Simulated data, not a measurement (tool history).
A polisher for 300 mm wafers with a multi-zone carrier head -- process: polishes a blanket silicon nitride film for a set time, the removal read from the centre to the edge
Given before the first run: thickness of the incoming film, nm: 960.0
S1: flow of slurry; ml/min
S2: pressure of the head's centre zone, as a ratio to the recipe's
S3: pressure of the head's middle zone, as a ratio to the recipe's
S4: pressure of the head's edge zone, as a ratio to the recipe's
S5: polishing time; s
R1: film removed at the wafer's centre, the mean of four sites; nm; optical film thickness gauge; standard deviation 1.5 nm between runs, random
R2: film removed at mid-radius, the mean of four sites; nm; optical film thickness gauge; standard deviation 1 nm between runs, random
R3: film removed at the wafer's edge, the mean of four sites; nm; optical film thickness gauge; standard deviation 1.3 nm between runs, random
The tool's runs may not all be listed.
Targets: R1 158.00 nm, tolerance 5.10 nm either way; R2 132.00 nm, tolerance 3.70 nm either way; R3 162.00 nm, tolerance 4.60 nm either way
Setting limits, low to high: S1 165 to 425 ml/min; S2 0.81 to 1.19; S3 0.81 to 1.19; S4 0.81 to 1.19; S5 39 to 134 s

run  hour   S1    S2    S3    S4  S5      R1      R2      R3
  1   0.0  275  1.00  1.00  1.00  86  170.55  167.58  171.82
  2   8.8  275  0.92  1.00  1.00  86  154.58  168.22  172.94
  3  15.7  265  0.94  0.95  1.00  85  155.77  160.57  167.34
  4  19.4  265  0.94  0.95  1.00  67  124.03  124.02  131.58
  5  20.0  280  0.96  0.93  1.05  69  133.02  126.64  140.72
  6  24.1  280  0.96  0.93  1.13  69  130.17  129.46  146.64
  7  31.0  295  0.98  0.92  1.14  70  134.86  127.95  150.99
  8  32.6  305  1.01  0.93  1.15  70  140.55  131.55  151.77

Below are 4 possible settings for the next run. Only one of them brings all results inside the allowed miss of their targets. Which is it?
  A  34.2  340  0.99  0.81  1.19  78   ?   ?   ?
  B  34.2  305  0.94  0.84  1.19  77   ?   ?   ?
  C  34.2  330  1.07  0.88  1.19  74   ?   ?   ?
  D  34.2  275  1.18  0.89  1.10  74   ?   ?   ?

move      R1      R2      R3
   A  155.79  129.52  171.06
   B  144.61  130.38  167.46
   C  158.97  131.11  161.80
   D  171.20  129.80  153.23
A: the furthest-off result lands on target, but another misses its tolerance
B: moves toward the targets from the last run without getting all of them in spec
C: each result inside its tolerance
D: carries the result that was furthest off beyond its target, to the other side
Answer: C
